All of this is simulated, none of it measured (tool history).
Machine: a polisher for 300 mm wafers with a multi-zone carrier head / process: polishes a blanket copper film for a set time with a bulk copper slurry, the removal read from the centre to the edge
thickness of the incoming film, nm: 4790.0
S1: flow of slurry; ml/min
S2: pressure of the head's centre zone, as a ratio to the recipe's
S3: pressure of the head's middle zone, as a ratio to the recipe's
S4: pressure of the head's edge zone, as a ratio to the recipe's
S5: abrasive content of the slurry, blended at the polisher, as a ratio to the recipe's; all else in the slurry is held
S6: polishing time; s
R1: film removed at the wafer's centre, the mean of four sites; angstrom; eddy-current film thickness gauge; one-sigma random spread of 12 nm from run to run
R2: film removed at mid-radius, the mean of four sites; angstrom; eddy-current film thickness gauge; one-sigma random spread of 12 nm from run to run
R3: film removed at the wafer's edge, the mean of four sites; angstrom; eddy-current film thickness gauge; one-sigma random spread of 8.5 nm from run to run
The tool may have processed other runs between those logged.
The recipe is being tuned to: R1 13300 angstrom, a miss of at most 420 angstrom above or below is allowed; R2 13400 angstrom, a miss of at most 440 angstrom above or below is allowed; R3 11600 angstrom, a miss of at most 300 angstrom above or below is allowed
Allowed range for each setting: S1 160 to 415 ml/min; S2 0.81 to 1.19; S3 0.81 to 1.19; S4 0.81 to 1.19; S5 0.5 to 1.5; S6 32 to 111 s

run  hour   S1    S2    S3    S4    S5  S6      R1      R2      R3
  1     0  265     1     1     1     1  71  8175.8  8318.9  7970.4
  2   0.6  265     1     1     1     1  62  7099.4  7305.1  6894.5
  3   6.1  265     1     1  1.05     1  62  7119.5  7287.9  7174.4
  4   7.2  265  1.04     1  1.05     1  62  7518.9  7357.9  7074.6
  5   9.9  265  1.04     1  0.97     1  62  7607.8  7176.6  6852.5
  6  15.2  265  1.04  0.94  0.97     1  62  7447.2  6882.5  6858.2
  7    23  340  1.06  1.04  1.07  1.25  82   10953   10750   10390
  8  27.4  345  1.09  1.09  1.08  1.35  83   11589   11521   10906
  9  29.9  385  1.17  1.19  1.03   1.5  86   13739   13490   11385

4 next moves are on the table. One of them brings every result within its allowed miss. Which?
  A  32.4  390  1.04  1.07  0.93  1.5  88   ?   ?   ?
  B  32.4  365  1.18  1.15  1.06  1.5  83   ?   ?   ?
  C  32.4  405  1.11  1.13  1.02  1.5  89   ?   ?   ?
  D  32.4  395  1.16   1.1  0.98  1.5  85   ?   ?   ?

move     R1     R2     R3
   A  12584  12565  11087
   B  13424  12542  11018
   C  13631  13340  11677
   D  13582  12428  10951
A: moves the result that the last run missed by most past its target, out the other side
B: brings the result that was furthest off to its target, and leaves another outside
C: each result inside its tolerance
D: brings the result that was furthest off to its target, and leaves another outside
So the answer is move C, the one that meets all the targets.
